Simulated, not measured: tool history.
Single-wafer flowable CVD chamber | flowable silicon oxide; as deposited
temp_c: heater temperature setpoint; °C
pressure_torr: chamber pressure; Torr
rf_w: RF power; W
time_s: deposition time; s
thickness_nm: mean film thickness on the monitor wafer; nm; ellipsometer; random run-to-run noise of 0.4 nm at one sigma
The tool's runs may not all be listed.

run	hour	temp_c	pressure_torr	rf_w	time_s	thickness_nm
1	0.0	110	0.718	2625	295	107.61
2	3.5	105	0.718	2625	295	124.50
3	6.4	105	0.718	2625	295	125.14
4	14.0	105	0.815	2625	295	138.50
5	15.6	109	0.814	2625	295	123.12
6	21.8	112	0.814	2625	295	112.06
7	24.1	114	0.814	2625	295	104.93
8	28.5	115	0.814	2625	295	102.45
# hour 31.3: thermocouple changed; heater temperature recalibrated
9	31.3	116	0.814	2625	295	108.49

Run 10 has not been measured yet. What should we expect?
10	38.4	118	0.813	2625	295	?

{"run 10": {"thickness_nm": 102.64}}

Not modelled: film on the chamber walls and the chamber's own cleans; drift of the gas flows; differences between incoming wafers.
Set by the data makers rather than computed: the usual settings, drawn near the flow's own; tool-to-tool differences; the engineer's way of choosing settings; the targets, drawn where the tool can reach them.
